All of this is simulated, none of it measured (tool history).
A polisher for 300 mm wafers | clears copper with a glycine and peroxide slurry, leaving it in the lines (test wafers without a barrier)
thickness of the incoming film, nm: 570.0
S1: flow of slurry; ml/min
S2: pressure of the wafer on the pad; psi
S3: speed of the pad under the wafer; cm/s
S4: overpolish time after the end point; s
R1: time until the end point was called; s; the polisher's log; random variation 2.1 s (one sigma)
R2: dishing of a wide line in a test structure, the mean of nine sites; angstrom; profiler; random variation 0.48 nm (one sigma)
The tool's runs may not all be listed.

run    day   S1   S2  S3  S4      R1      R2
  1  0.000  220  2.3  88  24  140.27  462.98
  2  0.288  270  2.3  88  24  138.94  485.72
  3  0.575  270  2.3  78  24  153.79  441.75
  4  0.700  270  2.3  86  24  140.17  476.41
  5  1.058  270  2.3  86  14  142.21  333.01
  6  1.317  245  2.1  86  12  152.11  280.41
  7  1.588  245  1.9  86  11  165.48  249.59
  8  1.912  245  1.8  86  10  169.92  217.86
  9  2.125  245  1.7  86  11  175.98  226.58
 10  2.500  245  1.7  86  11  179.11  234.52

The next listed run, before its measurement:
 11  2.750  245  1.7  86  10   ?   ?

R1: 177.62 s
R2: 219.46 angstrom
